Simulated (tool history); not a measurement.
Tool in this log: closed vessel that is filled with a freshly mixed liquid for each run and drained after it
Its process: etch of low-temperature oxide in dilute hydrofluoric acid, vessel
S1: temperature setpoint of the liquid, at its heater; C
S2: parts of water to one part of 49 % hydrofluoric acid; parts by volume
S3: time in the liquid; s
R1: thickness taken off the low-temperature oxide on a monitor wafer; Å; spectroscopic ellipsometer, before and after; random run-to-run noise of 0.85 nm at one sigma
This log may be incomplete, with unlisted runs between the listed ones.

run	hour	S1	S2	S3	R1
1	0	25	125	380	652.45
2	8.2	25	125	410	701.35
3	14.2	25	125	380	649.23
4	20.9	23.5	125	380	616.64
5	24.7	26.5	110	380	801.66
6	30.8	28.5	105	380	892.18

What does the tool deliver on the next run?
7	37.4	30	100	380	?

R1: 1009.5 Å
